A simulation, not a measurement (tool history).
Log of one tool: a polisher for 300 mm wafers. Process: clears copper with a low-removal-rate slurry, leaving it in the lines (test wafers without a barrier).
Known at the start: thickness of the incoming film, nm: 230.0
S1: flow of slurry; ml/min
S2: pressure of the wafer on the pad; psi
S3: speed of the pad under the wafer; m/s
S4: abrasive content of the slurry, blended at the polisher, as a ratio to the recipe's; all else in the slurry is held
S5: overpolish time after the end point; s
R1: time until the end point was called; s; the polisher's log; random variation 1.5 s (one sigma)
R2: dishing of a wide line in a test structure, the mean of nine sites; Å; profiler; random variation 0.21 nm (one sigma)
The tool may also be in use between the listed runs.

run,hour,S1,S2,S3,S4,S5,R1,R2
1,0.0,295,3.4,0.88,1.00,21,98.237,293.82
2,1.5,295,3.4,0.88,1.00,13,96.779,197.35
3,3.4,295,4.0,0.88,1.00,13,83.351,230.54
4,10.0,295,4.0,0.88,0.80,13,87.371,223.66
5,13.3,295,3.7,0.92,0.95,11,88.326,190.99
6,14.0,230,3.7,0.92,0.95,11,89.333,189.84
7,18.3,215,3.4,1.02,1.00,10,85.809,172.74
8,22.3,205,3.3,1.06,1.00,9,84.865,157.83
9,24.7,175,3.3,1.24,0.95,6,76.767,120.52
10,27.3,180,3.4,1.22,0.95,6,73.626,121.19
11,35.8,180,3.5,1.18,0.95,6,77.362,119.51
# hour 43.6: slurry blender recalibrated
12,43.6,200,3.6,1.16,0.95,6,71.285,134.03
13,44.7,205,3.6,1.14,0.95,6,71.929,128.74
14,52.0,205,3.6,1.12,0.95,6,76.493,130.61

The next listed run, before its measurement:
15,60.2,205,3.7,1.10,0.95,6,?,?

{"run 15": {"R1": 70.209, "R2": 129.76}}
